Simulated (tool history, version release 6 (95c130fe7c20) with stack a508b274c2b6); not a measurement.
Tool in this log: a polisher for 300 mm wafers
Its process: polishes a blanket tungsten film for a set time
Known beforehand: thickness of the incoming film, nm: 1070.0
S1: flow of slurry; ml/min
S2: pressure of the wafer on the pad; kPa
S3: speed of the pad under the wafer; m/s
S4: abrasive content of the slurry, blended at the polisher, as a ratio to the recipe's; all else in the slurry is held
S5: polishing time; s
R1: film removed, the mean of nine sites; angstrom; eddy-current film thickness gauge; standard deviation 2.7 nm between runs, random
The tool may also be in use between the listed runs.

run  hour   S1    S2    S3    S4  S5      R1
  1   0.0  125  24.8  1.36  1.00  81  5844.2
  2   0.7  125  24.8  1.36  0.85  81  5720.6
  3   7.4  125  20.0  1.36  0.85  81  4573.8
  4  12.4  125  14.5  1.36  0.85  81  3384.7
  5  14.4  105  14.5  1.36  0.85  81  3264.1
  6  15.2  105  14.5  1.36  0.85  81  3278.2
  7  19.3  115  14.5  1.36  0.85  81  3320.9
  8  21.1  125  14.5  1.36  0.85  81  3390.5
  9  26.5  135  15.2  1.36  0.85  81  3582.1
 10  29.4  135  15.2  1.36  0.85  81  3577.1
 11  30.5  140  15.2  1.36  0.85  81  3575.1
 12  31.2  145  15.2  1.36  0.85  81  3595.6
 13  38.7  180  17.9  1.36  0.85  81  4384.9

For run 14, what comes out?
 14  40.4  180  17.9  1.36  0.85  81   ?

R1: 4359.0 angstrom

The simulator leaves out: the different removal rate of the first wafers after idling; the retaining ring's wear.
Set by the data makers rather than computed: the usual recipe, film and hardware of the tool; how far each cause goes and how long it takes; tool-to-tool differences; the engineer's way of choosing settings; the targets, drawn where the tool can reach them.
